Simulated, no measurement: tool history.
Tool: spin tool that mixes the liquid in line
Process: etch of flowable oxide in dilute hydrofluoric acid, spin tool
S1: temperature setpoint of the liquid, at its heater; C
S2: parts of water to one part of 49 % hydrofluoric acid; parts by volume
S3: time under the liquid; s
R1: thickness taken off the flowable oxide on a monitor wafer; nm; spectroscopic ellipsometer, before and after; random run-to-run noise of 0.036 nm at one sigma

run,hour,S1,S2,S3,R1
1,0.0,20.0,245,60,7.2757
2,1.1,19.0,245,60,6.9463
3,5.8,19.0,245,60,7.0045
4,12.5,22.0,245,60,7.8285
5,15.9,22.0,275,60,6.7532
6,19.9,22.0,275,60,6.7209
7,23.4,21.5,275,60,6.6010
8,26.0,21.5,275,60,6.6913

For run 9, what comes out?
9,27.1,21.5,275,60,?

{"run 9": {"R1": 6.6751}}
